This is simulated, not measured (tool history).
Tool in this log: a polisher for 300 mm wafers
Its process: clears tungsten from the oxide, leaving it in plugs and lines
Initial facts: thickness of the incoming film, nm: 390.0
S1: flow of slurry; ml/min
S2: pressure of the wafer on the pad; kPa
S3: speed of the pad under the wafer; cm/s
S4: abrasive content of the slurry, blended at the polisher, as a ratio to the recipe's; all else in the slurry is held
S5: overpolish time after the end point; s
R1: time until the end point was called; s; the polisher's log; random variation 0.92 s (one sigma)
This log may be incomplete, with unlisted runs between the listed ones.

run 1 hour=0.0 | S1=250 S2=27.6 S3=114 S4=1.0 S5=3 | R1=76.673
run 2 hour=2.9 | S1=250 S2=26.2 S3=114 S4=1.0 S5=3 | R1=81.949
run 3 hour=4.2 | S1=250 S2=19.3 S3=114 S4=1.0 S5=3 | R1=101.720
run 4 hour=10.3 | S1=250 S2=19.3 S3=98 S4=1.0 S5=3 | R1=112.360
run 5 hour=18.8 | S1=250 S2=20.0 S3=98 S4=1.0 S5=3 | R1=109.100
run 6 hour=21.1 | S1=250 S2=20.0 S3=98 S4=1.0 S5=3 | R1=107.430
run 7 hour=24.8 | S1=250 S2=20.7 S3=98 S4=1.0 S5=3 | R1=106.200

Forecast run 8:
run 8 hour=27.5 | S1=250 S2=21.4 S3=98 S4=1.0 S5=3 | R1=?

{"run 8": {"R1": 103.54}}
